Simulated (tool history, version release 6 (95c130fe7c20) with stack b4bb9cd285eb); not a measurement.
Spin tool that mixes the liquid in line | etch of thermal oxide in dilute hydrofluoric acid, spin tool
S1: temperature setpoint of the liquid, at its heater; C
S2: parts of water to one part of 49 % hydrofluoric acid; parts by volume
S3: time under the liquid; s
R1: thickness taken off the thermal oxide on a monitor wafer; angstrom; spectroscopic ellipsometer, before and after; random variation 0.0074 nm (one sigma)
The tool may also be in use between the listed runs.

Run 1, hour 0: S1 26 C, S2 295 parts by volume, S3 70 s. Result: R1 9.5963 angstrom.
Run 2, hour 7.9: S1 24.5 C, S2 325 parts by volume, S3 70 s. Result: R1 8.3024 angstrom.
Run 3, hour 10.3: S1 24 C, S2 355 parts by volume, S3 70 s. Result: R1 7.0804 angstrom.
Run 4, hour 14.2: S1 21.5 C, S2 355 parts by volume, S3 70 s. Result: R1 6.4813 angstrom.
Run 5, hour 15.6: S1 21 C, S2 365 parts by volume, S3 70 s. Result: R1 6.225 angstrom.
Run 6, hour 16.4: S1 21 C, S2 295 parts by volume, S3 70 s. Result: R1 8.0821 angstrom.
Run 7, hour 19.7: S1 20.5 C, S2 325 parts by volume, S3 70 s. Result: R1 7.0545 angstrom.

The next listed run, before its measurement:
Run 8, hour 24.9: S1 20 C, S2 345 parts by volume, S3 70 s. Result: R1 ?.

R1: 6.3411 angstrom
